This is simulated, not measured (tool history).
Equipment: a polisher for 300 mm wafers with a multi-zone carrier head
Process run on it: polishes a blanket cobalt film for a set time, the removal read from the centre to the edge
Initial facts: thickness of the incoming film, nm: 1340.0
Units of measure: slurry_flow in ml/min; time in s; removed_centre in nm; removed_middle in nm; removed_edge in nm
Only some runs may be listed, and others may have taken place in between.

run    day  slurry_flow  centre_zone  middle_zone  edge_zone  time  removed_centre  removed_middle  removed_edge
  1  0.000          195         1.00         1.00       1.00    78          281.64          307.25        310.36
  2  0.058          195         1.00         1.00       1.00    91          328.38          352.18        350.72
  3  0.304          195         1.01         1.02       0.98    88          319.76          350.40        340.30
  4  0.471          195         1.01         0.97       0.98    88          313.09          339.49        335.05
  5  0.546          195         1.02         0.98       0.96    85          305.09          327.25        334.60
  6  0.692          235         1.02         0.98       0.96    85          320.96          334.85        329.73

The next listed run, before its measurement:
  7  0.829          245         1.02         1.01       0.94    82               ?               ?             ?

Run 7 produced removed_centre 321.59 nm, removed_middle 333.22 nm, removed_edge 323.73 nm.
